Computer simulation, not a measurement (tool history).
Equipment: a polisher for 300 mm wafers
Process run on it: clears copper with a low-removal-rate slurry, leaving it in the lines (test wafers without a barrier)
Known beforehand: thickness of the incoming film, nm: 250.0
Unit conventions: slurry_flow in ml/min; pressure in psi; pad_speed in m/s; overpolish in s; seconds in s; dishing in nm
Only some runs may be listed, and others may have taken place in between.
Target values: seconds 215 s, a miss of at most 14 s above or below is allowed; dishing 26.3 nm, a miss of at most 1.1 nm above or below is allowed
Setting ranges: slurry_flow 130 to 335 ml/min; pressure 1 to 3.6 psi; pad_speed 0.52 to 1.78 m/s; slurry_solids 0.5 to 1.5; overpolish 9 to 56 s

| run | hour | slurry_flow | pressure | pad_speed | slurry_solids | overpolish | seconds | dishing |
|---|---|---|---|---|---|---|---|---|
| 1 | 0 | 215 | 2.3 | 1.14 | 1 | 29 | 100.99 | 44.205 |
| 2 | 3 | 260 | 2.3 | 1.14 | 1 | 29 | 95.868 | 46.678 |
| 3 | 4.6 | 240 | 1.9 | 1.08 | 1 | 31 | 127.14 | 38.713 |
| 4 | 12.1 | 240 | 1.9 | 1.08 | 1 | 43 | 132.85 | 50.431 |
| 5 | 18 | 240 | 1.6 | 1.04 | 1 | 40 | 153.2 | 40.197 |
| 6 | 19.2 | 240 | 1.6 | 1.04 | 0.85 | 40 | 168.84 | 38.454 |
| 7 | 22.5 | 235 | 1.4 | 1.04 | 0.85 | 38 | 191.73 | 32.257 |
| 8 | 28.6 | 235 | 1.4 | 1.04 | 0.85 | 38 | 183.04 | 33.128 |
| 9 | 30.4 | 235 | 1.4 | 1.04 | 0.85 | 38 | 190.83 | 33.431 |
| 10 | 38.5 | 230 | 1.3 | 1.04 | 0.85 | 36 | 203.92 | 28.975 |
| 11 | 40.6 | 230 | 1.3 | 1.04 | 0.85 | 36 | 207.15 | 29.288 |
| 12 | 41.2 | 225 | 1.3 | 1.04 | 0.85 | 35 | 206.4 | 28.718 |

5 candidate next runs follow, results not yet known. Just one meets every target within its allowed miss. Identify it.
| A | 41.8 | 200 | 1.2 | 1.06 | 0.6 | 43 | ? | ? |
| B | 41.8 | 235 | 1.3 | 0.9 | 0.6 | 40 | ? | ? |
| C | 41.8 | 245 | 1.4 | 1.04 | 0.75 | 29 | ? | ? |
| D | 41.8 | 185 | 1.5 | 0.88 | 0.55 | 38 | ? | ? |
| E | 41.8 | 230 | 1 | 1.22 | 0.95 | 35 | ? | ? |

| move | seconds | dishing |
|---|---|---|
| A | 245.36 | 29.169 |
| B | 260.64 | 26.226 |
| C | 194.85 | 25.667 |
| D | 248.33 | 26.406 |
| E | 214.61 | 27.072 |
A: misses by more than the last run did
B: the worst result of the last run now meets its target, but another is out of spec
C: the worst result of the last run now meets its target, but another is out of spec
D: the worst result of the last run now meets its target, but another is out of spec
E: all results in spec
The right move is E.
